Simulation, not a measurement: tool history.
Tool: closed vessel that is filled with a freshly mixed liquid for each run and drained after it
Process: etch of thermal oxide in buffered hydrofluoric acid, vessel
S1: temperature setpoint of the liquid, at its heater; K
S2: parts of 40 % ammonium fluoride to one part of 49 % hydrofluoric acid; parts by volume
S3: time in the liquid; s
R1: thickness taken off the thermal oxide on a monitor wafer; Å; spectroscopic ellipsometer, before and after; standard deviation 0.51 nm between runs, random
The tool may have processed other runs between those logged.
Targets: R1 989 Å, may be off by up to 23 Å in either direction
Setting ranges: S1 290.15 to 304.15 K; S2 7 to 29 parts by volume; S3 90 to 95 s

run	day	S1	S2	S3	R1
1	0	296.15	18	90	536.48
2	0.325	298.65	18	90	621.76
3	0.604	295.65	18	90	528.8
4	0.654	295.65	14	90	672.6
5	1.021	295.65	14	90	673.61
6	1.229	295.65	10.5	90	895.16
7	1.304	296.15	10.5	90	926.23
8	1.388	296.65	10.5	90	955.34

5 next moves are on the table. One of them brings every result within its allowed miss. Which?
A	1.471	296.15	10.5	90	?
B	1.471	296.65	11	90	?
C	1.471	294.65	9	90	?
D	1.471	297.15	9.5	90	?
E	1.471	294.65	9.5	90	?

move	R1
A	924.08
B	907.55
C	986.39
D	1076.1
E	937.93
A: further off than the last run
B: further off than the last run
C: every result lands within tolerance
D: carries the result that was furthest off beyond its target, to the other side
E: further off than the last run
The move that meets every target is C.
